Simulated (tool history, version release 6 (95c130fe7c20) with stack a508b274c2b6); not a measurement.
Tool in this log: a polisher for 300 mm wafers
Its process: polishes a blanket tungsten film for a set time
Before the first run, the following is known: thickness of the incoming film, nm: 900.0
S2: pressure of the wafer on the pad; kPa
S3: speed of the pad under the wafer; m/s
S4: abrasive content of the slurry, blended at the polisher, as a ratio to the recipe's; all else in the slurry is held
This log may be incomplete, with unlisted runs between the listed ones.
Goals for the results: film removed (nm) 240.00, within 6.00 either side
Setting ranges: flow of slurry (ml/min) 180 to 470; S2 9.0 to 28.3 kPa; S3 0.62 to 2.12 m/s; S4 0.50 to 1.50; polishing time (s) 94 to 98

{"run": 1, "hour": 0.0, "flow of slurry (ml/min)": 300, "S2": 18.6, "S3": 1.36, "S4": 1.0, "polishing time (s)": 94, "film removed (nm)": 414.34}
{"run": 2, "hour": 8.2, "flow of slurry (ml/min)": 300, "S2": 18.6, "S3": 1.54, "S4": 1.0, "polishing time (s)": 94, "film removed (nm)": 453.7}
{"run": 3, "hour": 9.1, "flow of slurry (ml/min)": 230, "S2": 18.6, "S3": 1.54, "S4": 1.0, "polishing time (s)": 94, "film removed (nm)": 439.62}
{"run": 4, "hour": 16.1, "flow of slurry (ml/min)": 230, "S2": 18.6, "S3": 1.38, "S4": 1.0, "polishing time (s)": 94, "film removed (nm)": 419.85}
{"run": 5, "hour": 21.4, "flow of slurry (ml/min)": 230, "S2": 15.9, "S3": 1.34, "S4": 1.0, "polishing time (s)": 94, "film removed (nm)": 350.93}
{"run": 6, "hour": 30.3, "flow of slurry (ml/min)": 230, "S2": 13.8, "S3": 1.32, "S4": 1.0, "polishing time (s)": 94, "film removed (nm)": 302.72}
{"run": 7, "hour": 35.4, "flow of slurry (ml/min)": 230, "S2": 12.4, "S3": 1.32, "S4": 1.0, "polishing time (s)": 94, "film removed (nm)": 273.04}
{"run": 8, "hour": 37.2, "flow of slurry (ml/min)": 230, "S2": 11.7, "S3": 1.32, "S4": 1.0, "polishing time (s)": 94, "film removed (nm)": 263.5}
{"run": 9, "hour": 44.4, "flow of slurry (ml/min)": 225, "S2": 9.7, "S3": 1.32, "S4": 1.0, "polishing time (s)": 94, "film removed (nm)": 212.62}
{"run": 10, "hour": 48.3, "flow of slurry (ml/min)": 225, "S2": 9.7, "S3": 1.32, "S4": 1.0, "polishing time (s)": 94, "film removed (nm)": 215.91}
{"run": 11, "hour": 56.7, "flow of slurry (ml/min)": 225, "S2": 10.3, "S3": 1.32, "S4": 1.0, "polishing time (s)": 94, "film removed (nm)": 228.0}

Which of these 5 next moves meets every target?
{"run": "A", "hour": 65.1, "flow of slurry (ml/min)": 255, "S2": 11.7, "S3": 1.2, "S4": 0.65, "polishing time (s)": 98, "film removed (nm)": "?"}
{"run": "B", "hour": 65.1, "flow of slurry (ml/min)": 195, "S2": 11.0, "S3": 1.3, "S4": 1.05, "polishing time (s)": 98, "film removed (nm)": "?"}
{"run": "C", "hour": 65.1, "flow of slurry (ml/min)": 225, "S2": 11.0, "S3": 1.14, "S4": 0.85, "polishing time (s)": 94, "film removed (nm)": "?"}
{"run": "D", "hour": 65.1, "flow of slurry (ml/min)": 240, "S2": 9.7, "S3": 1.3, "S4": 1.05, "polishing time (s)": 94, "film removed (nm)": "?"}
{"run": "E", "hour": 65.1, "flow of slurry (ml/min)": 200, "S2": 9.0, "S3": 1.5, "S4": 0.95, "polishing time (s)": 96, "film removed (nm)": "?"}

move=A film_removed_(nm)=241.47
move=B film_removed_(nm)=250.11
move=C film_removed_(nm)=218.17
move=D film_removed_(nm)=215.37
move=E film_removed_(nm)=216.66
A: every result within its allowed miss
B: takes the result that was furthest off past its target
C: misses by more than the last run did
D: misses by more than the last run did
E: misses by more than the last run did
Move A is the one to make.
